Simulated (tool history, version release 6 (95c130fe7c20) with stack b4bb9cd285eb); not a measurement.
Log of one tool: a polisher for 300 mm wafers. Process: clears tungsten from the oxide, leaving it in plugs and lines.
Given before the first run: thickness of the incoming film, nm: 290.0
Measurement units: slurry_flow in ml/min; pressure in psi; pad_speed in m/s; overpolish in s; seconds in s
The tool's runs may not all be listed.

run,hour,slurry_flow,pressure,pad_speed,slurry_solids,overpolish,seconds
1,0,290,3.4,0.86,1,3,76.742
2,4.1,290,3.4,0.68,1,3,95.252
3,7.2,290,3.4,0.58,1,3,115.06
4,15.6,290,3.4,0.76,1,3,87.039
5,17.4,290,3.7,0.76,1,3,81.031
6,22.9,290,3,0.76,1,3,95.363
7,26,290,4,0.82,1,3,67.974
8,26.9,290,4.1,0.82,1,3,66.466

Forecast run 9:
9,28.5,290,4.2,0.82,1,3,?

seconds: 65.651 s
